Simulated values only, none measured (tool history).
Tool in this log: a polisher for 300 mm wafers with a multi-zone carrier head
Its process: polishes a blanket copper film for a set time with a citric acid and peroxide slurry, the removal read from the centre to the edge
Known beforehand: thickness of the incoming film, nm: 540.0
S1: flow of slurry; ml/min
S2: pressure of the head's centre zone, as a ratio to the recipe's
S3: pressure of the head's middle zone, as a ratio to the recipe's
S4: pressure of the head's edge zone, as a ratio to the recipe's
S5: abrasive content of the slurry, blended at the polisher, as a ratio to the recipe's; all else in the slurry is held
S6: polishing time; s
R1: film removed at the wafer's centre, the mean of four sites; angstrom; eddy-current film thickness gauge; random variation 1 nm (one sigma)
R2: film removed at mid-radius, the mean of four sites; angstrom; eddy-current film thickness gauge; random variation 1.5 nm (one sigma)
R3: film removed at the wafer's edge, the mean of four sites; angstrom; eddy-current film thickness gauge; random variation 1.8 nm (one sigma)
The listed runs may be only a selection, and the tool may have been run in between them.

run 1 day=0 | S1=280 S2=1 S3=1 S4=1 S5=1 S6=52 | R1=2023.9 R2=1958.4 R3=2078.7
run 2 day=0.296 | S1=310 S2=1 S3=1 S4=1 S5=1 S6=52 | R1=2090.9 R2=2070.2 R3=2164.7
run 3 day=0.517 | S1=270 S2=0.96 S3=0.95 S4=0.99 S5=0.85 S6=48 | R1=1729.4 R2=1738.5 R3=1884.4
run 4 day=0.85 | S1=270 S2=0.96 S3=0.95 S4=0.94 S5=0.85 S6=48 | R1=1772.2 R2=1786.1 R3=1884.3
run 5 day=1.092 | S1=245 S2=0.96 S3=0.91 S4=0.98 S5=0.75 S6=44 | R1=1568 R2=1473.1 R3=1669.2
-- day=1.35 slurry nozzle cleaned
run 6 day=1.35 | S1=245 S2=0.96 S3=0.91 S4=0.98 S5=0.6 S6=44 | R1=1671.6 R2=1608.6 R3=1727
run 7 day=1.421 | S1=230 S2=0.94 S3=0.88 S4=0.95 S5=0.7 S6=42 | R1=1568.2 R2=1504.6 R3=1647.1

Run 8 has not been measured yet. What should we expect?
run 8 day=1.454 | S1=225 S2=0.94 S3=0.88 S4=0.99 S5=0.75 S6=39 | R1=? R2=? R3=?

{"run 8": {"R1": 1456.6, "R2": 1381.6, "R3": 1577.7}}

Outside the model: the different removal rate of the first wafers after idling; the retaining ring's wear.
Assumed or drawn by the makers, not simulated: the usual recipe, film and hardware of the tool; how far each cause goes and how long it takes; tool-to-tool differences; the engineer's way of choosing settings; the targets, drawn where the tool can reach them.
